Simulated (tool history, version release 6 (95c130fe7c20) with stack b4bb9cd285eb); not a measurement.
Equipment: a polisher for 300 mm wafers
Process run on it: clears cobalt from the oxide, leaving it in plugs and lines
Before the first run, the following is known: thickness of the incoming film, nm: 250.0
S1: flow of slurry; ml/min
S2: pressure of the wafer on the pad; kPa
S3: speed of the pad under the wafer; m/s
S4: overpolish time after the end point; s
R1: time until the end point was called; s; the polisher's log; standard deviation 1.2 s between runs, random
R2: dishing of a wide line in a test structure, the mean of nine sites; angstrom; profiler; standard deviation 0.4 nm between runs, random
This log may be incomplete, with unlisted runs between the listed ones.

run	hour	S1	S2	S3	S4	R1	R2
1	0	280	11.7	0.78	20	103.84	252.13
2	7.5	350	11.7	0.78	20	100.26	252.07
3	14	350	11.7	0.78	23	99.499	254.99
4	18.5	405	11.7	0.78	23	98.837	260.97
5	21.6	415	12.4	0.78	18	90.052	242.86
6	25.4	415	12.4	0.78	10	92.132	177.16
7	32.6	415	13.1	0.78	10	91.538	182.07

Run 8, settings as shown, results not yet in. Your forecast:
8	38.4	415	15.9	0.82	6	?	?

R1: 71.753 s
R2: 152.08 angstrom
